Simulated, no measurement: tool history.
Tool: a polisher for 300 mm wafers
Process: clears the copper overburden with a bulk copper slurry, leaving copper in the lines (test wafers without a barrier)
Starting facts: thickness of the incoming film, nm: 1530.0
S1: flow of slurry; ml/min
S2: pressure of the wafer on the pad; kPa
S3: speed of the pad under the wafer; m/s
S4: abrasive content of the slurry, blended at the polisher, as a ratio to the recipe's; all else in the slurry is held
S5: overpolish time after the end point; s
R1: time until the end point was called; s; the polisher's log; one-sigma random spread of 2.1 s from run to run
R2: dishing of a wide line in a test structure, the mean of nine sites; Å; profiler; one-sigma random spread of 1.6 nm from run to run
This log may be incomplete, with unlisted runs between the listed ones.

{"run": 1, "hour": 0.0, "S1": 260, "S2": 17.9, "S3": 1.2, "S4": 1.0, "S5": 25, "R1": 120.75, "R2": 1357.7}
{"run": 2, "hour": 6.5, "S1": 260, "S2": 15.9, "S3": 1.3, "S4": 1.0, "S5": 21, "R1": 122.1, "R2": 1212.7}
{"run": 3, "hour": 15.4, "S1": 260, "S2": 15.9, "S3": 1.06, "S4": 1.0, "S5": 21, "R1": 147.79, "R2": 1041.1}
{"run": 4, "hour": 18.8, "S1": 260, "S2": 13.8, "S3": 1.06, "S4": 1.0, "S5": 21, "R1": 173.74, "R2": 911.1}
{"run": 5, "hour": 26.3, "S1": 260, "S2": 13.8, "S3": 1.06, "S4": 1.0, "S5": 14, "R1": 169.86, "R2": 687.91}
{"run": 6, "hour": 34.8, "S1": 260, "S2": 14.5, "S3": 1.06, "S4": 1.0, "S5": 13, "R1": 163.81, "R2": 707.16}

Run 7 is up next; what results do you expect?
{"run": 7, "hour": 38.2, "S1": 265, "S2": 15.2, "S3": 1.06, "S4": 1.0, "S5": 12, "R1": "?", "R2": "?"}

{"run 7": {"R1": 151.74, "R2": 698.04}}
